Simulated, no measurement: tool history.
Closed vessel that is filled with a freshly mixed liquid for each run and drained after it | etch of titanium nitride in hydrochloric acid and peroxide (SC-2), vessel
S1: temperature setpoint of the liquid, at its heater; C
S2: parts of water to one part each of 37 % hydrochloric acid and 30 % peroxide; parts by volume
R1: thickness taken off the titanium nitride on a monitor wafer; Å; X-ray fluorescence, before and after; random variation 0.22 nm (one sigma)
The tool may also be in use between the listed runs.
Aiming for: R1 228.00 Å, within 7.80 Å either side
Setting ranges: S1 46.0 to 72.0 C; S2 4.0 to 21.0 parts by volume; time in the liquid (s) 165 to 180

Run 1, hour 0.0: S1 62.0 C, S2 11.5 parts by volume, time in the liquid (s) 165. Result: R1 130.64 Å.
Run 2, hour 3.4: S1 62.0 C, S2 13.5 parts by volume, time in the liquid (s) 165. Result: R1 114.41 Å.
Run 3, hour 10.6: S1 62.0 C, S2 13.5 parts by volume, time in the liquid (s) 180. Result: R1 125.29 Å.
Run 4, hour 15.9: S1 64.5 C, S2 13.5 parts by volume, time in the liquid (s) 180. Result: R1 146.81 Å.
Run 5, hour 18.9: S1 66.5 C, S2 13.5 parts by volume, time in the liquid (s) 180. Result: R1 165.92 Å.
Run 6, hour 26.3: S1 68.0 C, S2 13.5 parts by volume, time in the liquid (s) 180. Result: R1 182.37 Å.
Run 7, hour 35.6: S1 69.0 C, S2 13.5 parts by volume, time in the liquid (s) 180. Result: R1 190.71 Å.
Run 8, hour 43.4: S1 69.5 C, S2 13.5 parts by volume, time in the liquid (s) 180. Result: R1 196.00 Å.
Run 9, hour 52.3: S1 70.0 C, S2 13.5 parts by volume, time in the liquid (s) 180. Result: R1 201.62 Å.
Run 10, hour 54.6: S1 70.5 C, S2 13.5 parts by volume, time in the liquid (s) 180. Result: R1 210.78 Å.
Run 11, hour 60.4: S1 71.0 C, S2 13.5 parts by volume, time in the liquid (s) 180. Result: R1 212.94 Å.

Consider the 4 candidate settings below. Which is the only one whose results all fall within their allowed miss of target?
Run A, hour 66.2: S1 68.5 C, S2 10.0 parts by volume, time in the liquid (s) 180. Result: R1 ?.
Run B, hour 66.2: S1 70.0 C, S2 11.0 parts by volume, time in the liquid (s) 170. Result: R1 ?.
Run C, hour 66.2: S1 69.5 C, S2 14.0 parts by volume, time in the liquid (s) 180. Result: R1 ?.
Run D, hour 66.2: S1 71.0 C, S2 11.0 parts by volume, time in the liquid (s) 175. Result: R1 ?.

move      R1
   A  239.13
   B  227.81
   C  190.11
   D  248.75
A: takes the result that was furthest off past its target
B: hits every target within its allowed miss
C: lands further from the targets than the last run did
D: takes the result that was furthest off past its target
The right move is B.
